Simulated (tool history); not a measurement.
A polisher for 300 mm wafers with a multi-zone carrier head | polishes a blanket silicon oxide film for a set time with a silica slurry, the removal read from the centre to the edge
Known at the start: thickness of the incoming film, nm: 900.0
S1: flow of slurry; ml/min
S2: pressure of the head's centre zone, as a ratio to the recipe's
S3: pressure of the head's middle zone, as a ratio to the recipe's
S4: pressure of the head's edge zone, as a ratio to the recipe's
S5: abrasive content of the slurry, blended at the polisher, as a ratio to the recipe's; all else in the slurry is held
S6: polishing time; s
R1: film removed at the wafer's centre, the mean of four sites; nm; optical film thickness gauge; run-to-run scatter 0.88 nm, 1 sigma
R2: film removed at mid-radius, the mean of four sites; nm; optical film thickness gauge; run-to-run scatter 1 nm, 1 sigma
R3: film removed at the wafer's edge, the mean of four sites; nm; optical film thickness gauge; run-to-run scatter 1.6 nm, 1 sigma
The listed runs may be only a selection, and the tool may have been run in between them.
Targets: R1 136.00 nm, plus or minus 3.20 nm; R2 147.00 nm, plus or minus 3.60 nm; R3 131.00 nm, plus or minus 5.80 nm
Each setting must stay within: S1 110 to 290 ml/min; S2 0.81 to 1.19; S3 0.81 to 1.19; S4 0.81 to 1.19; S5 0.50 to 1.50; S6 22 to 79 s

run  hour   S1    S2    S3    S4    S5  S6      R1      R2      R3
  1   0.0  185  1.00  1.00  1.00  1.00  50  183.32  181.52  184.14
  2   1.8  185  0.99  1.01  0.96  0.90  50  169.25  171.45  170.47
  3   7.2  185  0.99  1.01  0.96  1.05  50  185.35  185.51  183.37
  4  15.0  185  0.99  1.02  0.93  0.95  50  173.98  176.97  172.06
  5  21.7  185  0.99  1.03  0.91  0.90  50  170.56  171.71  167.46
  6  24.8  190  0.99  1.05  0.89  0.85  50  166.92  170.86  158.44
  7  26.1  165  0.91  1.03  0.81  0.60  50  116.38  130.96  123.22
  8  31.3  185  0.92  1.04  0.81  0.60  50  120.90  132.45  121.84
  9  39.0  190  0.93  1.05  0.83  0.60  50  123.35  134.45  128.76
 10  40.7  195  0.94  1.07  0.83  0.60  50  124.38  138.04  123.14
 11  46.0  200  0.95  1.07  0.85  0.60  50  127.89  139.05  127.86

Pick the move, out of 5, that brings all results within their allowed miss; only one does.
  A  51.3  225  1.04  1.06  0.83  0.60  46   ?   ?   ?
  B  51.3  205  1.02  1.09  0.82  0.65  49   ?   ?   ?
  C  51.3  185  1.00  1.03  0.87  0.55  55   ?   ?   ?
  D  51.3  160  0.98  1.03  0.81  0.65  51   ?   ?   ?
  E  51.3  165  0.98  1.10  0.81  0.60  54   ?   ?   ?

move      R1      R2      R3
   A  129.13  128.52  115.92
   B  141.03  146.21  129.08
   C  134.20  136.51  128.78
   D  134.35  139.89  129.69
   E  135.11  147.37  129.95
A: the biggest miss grows against the last run
B: takes the result that was furthest off past its target
C: brings the last run's worst result on target, with another outside its allowed miss
D: brings the last run's worst result on target, with another outside its allowed miss
E: meets every target
Correct choice: E, which meets every target

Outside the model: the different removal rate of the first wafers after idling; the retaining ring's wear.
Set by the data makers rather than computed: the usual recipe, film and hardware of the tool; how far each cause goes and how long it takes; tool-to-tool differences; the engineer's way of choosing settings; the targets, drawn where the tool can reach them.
